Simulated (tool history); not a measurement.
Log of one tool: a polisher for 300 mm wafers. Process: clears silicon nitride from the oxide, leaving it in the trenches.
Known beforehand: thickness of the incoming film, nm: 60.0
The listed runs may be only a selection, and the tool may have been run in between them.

run,hour,flow of slurry (ml/min),pressure of the wafer on the pad (psi),speed of the pad under the wafer (cm/s),overpolish time after the end point (s),time until the end point was called (s)
1,0,260,1.7,80,3,110.21
2,1.1,260,1.6,78,3,120.98
3,3.2,305,1.6,78,3,118.06
4,5.1,305,1.5,76,3,127.71
5,8.6,305,1.5,76,3,132.06
6,13.6,305,1.5,68,3,145.92

What does the tool deliver on the next run?
7,19.1,305,1.4,68,3,?

{"run 7": {"time until the end point was called (s)": 160.42}}
